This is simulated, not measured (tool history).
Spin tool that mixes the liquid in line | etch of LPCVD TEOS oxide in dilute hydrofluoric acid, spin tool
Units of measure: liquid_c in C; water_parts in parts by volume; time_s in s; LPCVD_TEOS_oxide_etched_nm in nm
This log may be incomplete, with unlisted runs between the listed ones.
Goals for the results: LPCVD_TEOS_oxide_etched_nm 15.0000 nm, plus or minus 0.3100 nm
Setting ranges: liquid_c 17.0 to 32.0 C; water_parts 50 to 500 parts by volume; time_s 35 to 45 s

run    day  liquid_c  water_parts  time_s  LPCVD_TEOS_oxide_etched_nm
  1  0.000      24.0          275      45                      5.8549
  2  0.233      24.0          275      35                      4.4968
  3  0.258      26.0          275      35                      4.7927
  4  0.508      26.0          310      35                      4.1603
  5  0.862      26.0          310      35                      4.2000
  6  0.925      27.0          250      35                      5.6896
  7  1.038      31.0          140      35                     13.5610
  8  1.129      31.5          135      35                     14.4410
  9  1.279      32.0          135      35                     14.5400

Which single option among these 5 for the next run brings every result within its allowed miss of target? Just one does.
  A  1.429      30.0          135      35                           ?
  B  1.429      30.0          145      40                           ?
  C  1.429      31.5          130      35                           ?
  D  1.429      32.0          170      45                           ?
  E  1.429      30.5          165      45                           ?

move  LPCVD_TEOS_oxide_etched_nm
   A                     13.6730
   B                     14.3420
   C                     15.0920
   D                     14.2430
   E                     14.0320
A: lands further from the targets than the last run did
B: lands further from the targets than the last run did
C: each result inside its tolerance
D: lands further from the targets than the last run did
E: lands further from the targets than the last run did
C meets every target.
